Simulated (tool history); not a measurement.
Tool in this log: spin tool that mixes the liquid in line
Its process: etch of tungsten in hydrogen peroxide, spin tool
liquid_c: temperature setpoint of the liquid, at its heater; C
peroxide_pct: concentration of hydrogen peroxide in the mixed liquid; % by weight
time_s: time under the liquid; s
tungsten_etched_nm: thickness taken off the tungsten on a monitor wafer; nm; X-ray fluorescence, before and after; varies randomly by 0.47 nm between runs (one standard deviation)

run,day,liquid_c,peroxide_pct,time_s,tungsten_etched_nm
1,0,51,24,50,96.683
2,0.308,51,24,50,97.884
3,0.554,50,24,50,90.873
4,0.683,49.5,24,50,89.023
5,0.962,49,24,50,86.41
6,1.267,48.5,24,50,82.775
7,1.5,48,24,50,80.075
8,1.546,47.5,24,50,78.539
9,1.892,47,24,50,75.57
10,2.038,46.5,24,50,72.873

Run 11 is up next; what results do you expect?
11,2.258,46.5,24,50,?

{"run 11": {"tungsten_etched_nm": 73.053}}
